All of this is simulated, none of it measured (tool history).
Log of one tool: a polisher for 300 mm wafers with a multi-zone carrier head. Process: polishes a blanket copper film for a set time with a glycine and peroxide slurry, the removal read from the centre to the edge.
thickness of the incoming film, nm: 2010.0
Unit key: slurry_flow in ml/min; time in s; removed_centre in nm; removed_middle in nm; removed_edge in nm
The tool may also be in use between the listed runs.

run,hour,slurry_flow,centre_zone,middle_zone,edge_zone,time,removed_centre,removed_middle,removed_edge
1,0,140,1,1,1,70,255.05,263.64,254.72
2,1.5,140,0.97,1,1,70,247.6,261.75,259.56
3,7.5,155,0.97,1,1,70,251.91,263.69,261.41
4,16.5,155,0.97,1,1,76,270.99,287.57,282.16
5,23.6,155,0.97,1,0.91,76,286.01,290.38,272.8
6,26.6,155,0.97,1,0.91,82,298.17,312.31,292.42
7,29.6,155,0.96,0.97,0.94,83,300.94,309.66,301.05

Run 8 comes next. What will it give?
8,35.7,155,0.95,0.94,0.97,84,?,?,?

Run 8 produced removed_centre 302.27 nm, removed_middle 300.06 nm, removed_edge 309.35 nm.
